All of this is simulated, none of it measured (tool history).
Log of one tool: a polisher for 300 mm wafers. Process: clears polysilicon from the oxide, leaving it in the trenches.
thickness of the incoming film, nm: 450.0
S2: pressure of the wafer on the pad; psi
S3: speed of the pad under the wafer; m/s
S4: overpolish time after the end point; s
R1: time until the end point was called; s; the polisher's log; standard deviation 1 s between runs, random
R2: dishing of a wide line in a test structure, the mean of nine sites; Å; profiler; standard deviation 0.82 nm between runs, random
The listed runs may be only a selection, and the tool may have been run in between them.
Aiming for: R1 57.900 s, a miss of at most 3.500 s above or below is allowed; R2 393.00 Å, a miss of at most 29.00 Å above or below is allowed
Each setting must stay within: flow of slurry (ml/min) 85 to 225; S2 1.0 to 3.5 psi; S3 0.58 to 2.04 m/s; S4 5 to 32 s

run 1 hour=0.0 | flow_of_slurry_(ml/min)=145 S2=2.2 S3=1.30 S4=16 | R1=32.919 R2=388.47
run 2 hour=6.6 | flow_of_slurry_(ml/min)=130 S2=2.2 S3=1.30 S4=16 | R1=33.816 R2=390.15
run 3 hour=12.3 | flow_of_slurry_(ml/min)=125 S2=1.9 S3=1.28 S4=17 | R1=38.717 R2=406.88
run 4 hour=20.9 | flow_of_slurry_(ml/min)=140 S2=1.7 S3=1.20 S4=14 | R1=45.114 R2=366.72
run 5 hour=21.8 | flow_of_slurry_(ml/min)=140 S2=1.7 S3=1.46 S4=14 | R1=38.285 R2=390.33
run 6 hour=22.9 | flow_of_slurry_(ml/min)=135 S2=1.5 S3=1.42 S4=15 | R1=44.326 R2=389.71
run 7 hour=25.6 | flow_of_slurry_(ml/min)=130 S2=1.0 S3=1.38 S4=18 | R1=67.215 R2=367.88
run 8 hour=28.5 | flow_of_slurry_(ml/min)=125 S2=1.1 S3=1.40 S4=19 | R1=61.512 R2=385.98

5 next moves are on the table. One of them brings every result within its allowed miss. Which?
run A hour=31.4 | flow_of_slurry_(ml/min)=145 S2=1.2 S3=1.48 S4=27 | R1=? R2=?
run B hour=31.4 | flow_of_slurry_(ml/min)=100 S2=1.1 S3=1.30 S4=22 | R1=? R2=?
run C hour=31.4 | flow_of_slurry_(ml/min)=115 S2=1.2 S3=1.40 S4=18 | R1=? R2=?
run D hour=31.4 | flow_of_slurry_(ml/min)=160 S2=1.1 S3=1.18 S4=16 | R1=? R2=?
run E hour=31.4 | flow_of_slurry_(ml/min)=145 S2=1.0 S3=1.34 S4=18 | R1=? R2=?

move=A R1=52.967 R2=395.47
move=B R1=67.303 R2=387.90
move=C R1=57.276 R2=386.53
move=D R1=67.097 R2=372.29
move=E R1=67.785 R2=378.87
A: takes the biggest miss from the last run beyond its target
B: moves away from the targets compared with the last run
C: hits every target within its allowed miss
D: moves away from the targets compared with the last run
E: moves away from the targets compared with the last run
Answer: C

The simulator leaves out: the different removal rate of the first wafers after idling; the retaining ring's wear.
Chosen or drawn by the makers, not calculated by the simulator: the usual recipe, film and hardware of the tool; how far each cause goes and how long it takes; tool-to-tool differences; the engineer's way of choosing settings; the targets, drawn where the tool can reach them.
